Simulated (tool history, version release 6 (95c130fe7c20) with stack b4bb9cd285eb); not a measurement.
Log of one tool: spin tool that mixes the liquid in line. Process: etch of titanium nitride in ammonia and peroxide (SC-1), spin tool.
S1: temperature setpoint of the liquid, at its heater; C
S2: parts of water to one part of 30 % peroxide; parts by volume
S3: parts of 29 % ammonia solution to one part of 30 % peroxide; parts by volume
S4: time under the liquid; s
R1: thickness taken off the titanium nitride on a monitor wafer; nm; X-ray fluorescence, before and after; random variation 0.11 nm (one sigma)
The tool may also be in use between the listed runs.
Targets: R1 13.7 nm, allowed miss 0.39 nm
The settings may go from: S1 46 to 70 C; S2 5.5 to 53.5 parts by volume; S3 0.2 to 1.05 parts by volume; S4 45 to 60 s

run 1 day=0 | S1=62 S2=29.5 S3=0.55 S4=60 | R1=5.1584
run 2 day=0.192 | S1=63.5 S2=25 S3=0.55 S4=60 | R1=6.2572
run 3 day=0.262 | S1=60.5 S2=25 S3=0.55 S4=60 | R1=5.1541
run 4 day=0.354 | S1=60.5 S2=25 S3=0.55 S4=60 | R1=5.2306
run 5 day=0.704 | S1=60.5 S2=25 S3=0.55 S4=60 | R1=5.227
run 6 day=0.975 | S1=62.5 S2=21.5 S3=0.55 S4=60 | R1=6.4353
run 7 day=1.042 | S1=64 S2=19.5 S3=0.55 S4=60 | R1=7.4477
run 8 day=1.408 | S1=65 S2=17.5 S3=0.55 S4=60 | R1=8.3891
run 9 day=1.525 | S1=66 S2=16 S3=0.55 S4=60 | R1=9.5879
run 10 day=1.579 | S1=70 S2=12 S3=0.55 S4=60 | R1=14.252

5 next moves are on the table. One of them brings every result within its allowed miss. Which?
run A day=1.633 | S1=67 S2=9.5 S3=0.6 S4=60 | R1=?
run B day=1.633 | S1=70 S2=12 S3=0.65 S4=60 | R1=?
run C day=1.633 | S1=70 S2=10.5 S3=0.5 S4=60 | R1=?
run D day=1.633 | S1=70 S2=12 S3=0.6 S4=60 | R1=?
run E day=1.633 | S1=70 S2=13.5 S3=0.45 S4=60 | R1=?

move=A R1=13.637
move=B R1=14.757
move=C R1=15.128
move=D R1=14.554
move=E R1=12.982
A: meets every target
B: further off than the last run
C: further off than the last run
D: further off than the last run
E: takes the result that was furthest off past its target
The right move is A.

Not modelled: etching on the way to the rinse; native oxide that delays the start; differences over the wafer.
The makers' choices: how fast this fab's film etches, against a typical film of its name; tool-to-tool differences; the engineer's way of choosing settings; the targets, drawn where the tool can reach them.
